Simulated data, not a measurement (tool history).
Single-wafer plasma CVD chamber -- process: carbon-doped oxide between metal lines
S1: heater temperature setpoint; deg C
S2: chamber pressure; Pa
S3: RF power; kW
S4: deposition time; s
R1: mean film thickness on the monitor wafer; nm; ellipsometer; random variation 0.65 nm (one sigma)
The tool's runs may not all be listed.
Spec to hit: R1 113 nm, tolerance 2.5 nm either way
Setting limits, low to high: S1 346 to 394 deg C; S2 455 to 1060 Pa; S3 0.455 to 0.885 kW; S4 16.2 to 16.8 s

Run 1, hour 0: S1 370 deg C, S2 757 Pa, S3 0.67 kW, S4 16.2 s. Result: R1 99.969 nm.
Run 2, hour 8.2: S1 369 deg C, S2 783 Pa, S3 0.695 kW, S4 16.2 s. Result: R1 101.87 nm.
Run 3, hour 11.3: S1 369 deg C, S2 689 Pa, S3 0.695 kW, S4 16.2 s. Result: R1 98.965 nm.
Run 4, hour 18.6: S1 377 deg C, S2 689 Pa, S3 0.695 kW, S4 16.2 s. Result: R1 97.537 nm.
Run 5, hour 22.6: S1 376 deg C, S2 753 Pa, S3 0.715 kW, S4 16.2 s. Result: R1 101.61 nm.
Run 6, hour 28.9: S1 376 deg C, S2 753 Pa, S3 0.68 kW, S4 16.2 s. Result: R1 97.632 nm.
Run 7, hour 32.9: S1 373 deg C, S2 807 Pa, S3 0.695 kW, S4 16.2 s. Result: R1 99.927 nm.
At hour 40.6: RF generator calibrated.
Run 8, hour 40.6: S1 371 deg C, S2 816 Pa, S3 0.72 kW, S4 16.2 s. Result: R1 107.34 nm.
Run 9, hour 45.7: S1 369 deg C, S2 829 Pa, S3 0.72 kW, S4 16.2 s. Result: R1 106.79 nm.
Run 10, hour 52: S1 367 deg C, S2 849 Pa, S3 0.725 kW, S4 16.2 s. Result: R1 108.54 nm.
Run 11, hour 59.4: S1 366 deg C, S2 864 Pa, S3 0.725 kW, S4 16.2 s. Result: R1 109.35 nm.

Which one of the following 4 next-run settings gets every result inside its allowed miss? There is exactly one.
Run A, hour 66.8: S1 366 deg C, S2 883 Pa, S3 0.685 kW, S4 16.2 s. Result: R1 ?.
Run B, hour 66.8: S1 365 deg C, S2 1004 Pa, S3 0.61 kW, S4 16.5 s. Result: R1 ?.
Run C, hour 66.8: S1 377 deg C, S2 964 Pa, S3 0.71 kW, S4 16.2 s. Result: R1 ?.
Run D, hour 66.8: S1 359 deg C, S2 833 Pa, S3 0.71 kW, S4 16.5 s. Result: R1 ?.

move      R1
   A  106.37
   B  103.31
   C   106.1
   D  112.02
A: moves away from the targets compared with the last run
B: moves away from the targets compared with the last run
C: moves away from the targets compared with the last run
D: each result inside its tolerance
D meets every target.
